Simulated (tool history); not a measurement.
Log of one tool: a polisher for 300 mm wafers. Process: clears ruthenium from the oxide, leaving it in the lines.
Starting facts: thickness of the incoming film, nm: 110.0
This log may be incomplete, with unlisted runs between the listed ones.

run    day  flow of slurry (ml/min)  pressure of the wafer on the pad (psi)  speed of the pad under the wafer (m/s)  overpolish time after the end point (s)  time until the end point was called (s)
  1  0.000                      295                                     2.4                                    0.90                                        7                                   82.961
  2  0.088                      295                                     2.4                                    0.90                                        6                                   82.804
  3  0.450                      295                                     2.4                                    1.00                                        6                                   76.732
  4  0.808                      230                                     2.4                                    1.00                                        6                                   77.450
  5  1.046                      230                                     2.7                                    1.02                                        6                                   68.778
  6  1.271                      230                                     2.7                                    1.02                                        7                                   67.583

Run 7 has not been measured yet. What should we expect?
  7  1.392                      230                                     2.9                                    1.04                                        7                                        ?

Run 7 produced time until the end point was called (s) 62.750.

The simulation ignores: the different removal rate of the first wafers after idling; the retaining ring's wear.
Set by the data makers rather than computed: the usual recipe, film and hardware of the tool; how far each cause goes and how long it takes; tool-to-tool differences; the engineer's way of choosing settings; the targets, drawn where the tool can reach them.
